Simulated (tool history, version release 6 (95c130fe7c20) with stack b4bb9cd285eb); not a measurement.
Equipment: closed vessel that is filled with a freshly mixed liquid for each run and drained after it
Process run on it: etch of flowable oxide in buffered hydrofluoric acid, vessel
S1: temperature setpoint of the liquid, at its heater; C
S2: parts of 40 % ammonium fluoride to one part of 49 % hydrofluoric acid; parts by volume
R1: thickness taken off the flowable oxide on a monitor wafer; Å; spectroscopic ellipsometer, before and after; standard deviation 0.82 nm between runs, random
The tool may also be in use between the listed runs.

{"run": 1, "hour": 0.0, "S1": 21, "S2": 19, "time in the liquid (s)": 35, "R1": 660.28}
{"run": 2, "hour": 7.4, "S1": 22.5, "S2": 18.5, "time in the liquid (s)": 35, "R1": 733.35}
{"run": 3, "hour": 15.6, "S1": 24, "S2": 18, "time in the liquid (s)": 35, "R1": 816.88}
{"run": 4, "hour": 22.8, "S1": 25, "S2": 18, "time in the liquid (s)": 35, "R1": 869.83}
{"run": 5, "hour": 31.9, "S1": 26, "S2": 18, "time in the liquid (s)": 35, "R1": 916.65}
{"run": 6, "hour": 33.6, "S1": 26, "S2": 18, "time in the liquid (s)": 35, "R1": 924.11}

Run 7 comes next. What will it give?
{"run": 7, "hour": 38.2, "S1": 26.5, "S2": 18, "time in the liquid (s)": 35, "R1": "?"}

R1: 945.47 Å
